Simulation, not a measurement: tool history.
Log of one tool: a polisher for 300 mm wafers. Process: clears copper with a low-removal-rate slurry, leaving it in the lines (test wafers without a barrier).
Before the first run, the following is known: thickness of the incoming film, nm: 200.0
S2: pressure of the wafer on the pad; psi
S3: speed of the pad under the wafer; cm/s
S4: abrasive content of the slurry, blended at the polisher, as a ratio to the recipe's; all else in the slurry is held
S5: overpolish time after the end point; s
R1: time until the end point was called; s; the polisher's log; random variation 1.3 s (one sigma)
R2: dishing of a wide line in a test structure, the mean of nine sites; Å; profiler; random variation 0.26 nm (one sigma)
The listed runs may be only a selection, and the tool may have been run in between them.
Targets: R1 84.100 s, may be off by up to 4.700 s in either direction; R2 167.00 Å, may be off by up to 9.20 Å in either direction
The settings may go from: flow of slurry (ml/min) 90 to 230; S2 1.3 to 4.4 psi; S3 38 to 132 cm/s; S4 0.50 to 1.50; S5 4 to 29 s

{"run": 1, "day": 0.0, "flow of slurry (ml/min)": 150, "S2": 2.8, "S3": 84, "S4": 1.0, "S5": 15, "R1": 91.424, "R2": 254.45}
{"run": 2, "day": 0.096, "flow of slurry (ml/min)": 150, "S2": 3.2, "S3": 84, "S4": 1.0, "S5": 15, "R1": 78.507, "R2": 293.36}
{"run": 3, "day": 0.275, "flow of slurry (ml/min)": 150, "S2": 3.2, "S3": 102, "S4": 1.0, "S5": 15, "R1": 64.765, "R2": 332.45}
{"run": 4, "day": 0.45, "flow of slurry (ml/min)": 150, "S2": 3.1, "S3": 102, "S4": 1.0, "S5": 14, "R1": 67.136, "R2": 312.7}
{"run": 5, "day": 0.517, "flow of slurry (ml/min)": 150, "S2": 3.0, "S3": 102, "S4": 1.0, "S5": 13, "R1": 67.813, "R2": 285.51}
{"run": 6, "day": 0.679, "flow of slurry (ml/min)": 150, "S2": 3.0, "S3": 102, "S4": 0.85, "S5": 13, "R1": 71.462, "R2": 272.18}
{"run": 7, "day": 0.738, "flow of slurry (ml/min)": 165, "S2": 2.4, "S3": 102, "S4": 0.85, "S5": 7, "R1": 87.136, "R2": 126.18}
{"run": 8, "day": 1.104, "flow of slurry (ml/min)": 155, "S2": 2.5, "S3": 100, "S4": 0.9, "S5": 8, "R1": 86.404, "R2": 147.98}
{"run": 9, "day": 1.229, "flow of slurry (ml/min)": 145, "S2": 2.6, "S3": 100, "S4": 0.9, "S5": 8, "R1": 84.617, "R2": 148.2}
{"run": 10, "day": 1.45, "flow of slurry (ml/min)": 155, "S2": 2.6, "S3": 100, "S4": 0.9, "S5": 10, "R1": 81.55, "R2": 190.53}

Below are 4 possible settings for the next run. Only one of them brings all results inside the allowed miss of their targets. Which is it?
{"run": "A", "day": 1.671, "flow of slurry (ml/min)": 195, "S2": 2.5, "S3": 100, "S4": 0.95, "S5": 9, "R1": "?", "R2": "?"}
{"run": "B", "day": 1.671, "flow of slurry (ml/min)": 160, "S2": 2.8, "S3": 110, "S4": 0.8, "S5": 9, "R1": "?", "R2": "?"}
{"run": "C", "day": 1.671, "flow of slurry (ml/min)": 155, "S2": 2.7, "S3": 104, "S4": 0.95, "S5": 8, "R1": "?", "R2": "?"}
{"run": "D", "day": 1.671, "flow of slurry (ml/min)": 150, "S2": 2.6, "S3": 84, "S4": 0.85, "S5": 9, "R1": "?", "R2": "?"}

move=A R1=81.239 R2=172.23
move=B R1=70.651 R2=196.75
move=C R1=74.917 R2=166.71
move=D R1=98.136 R2=144.30
A: every result lands within tolerance
B: the biggest miss grows against the last run
C: brings the last run's worst result on target, with another outside its allowed miss
D: the result that was furthest off in the last run now lies on the other side of its target
Go with A: it meets all targets.
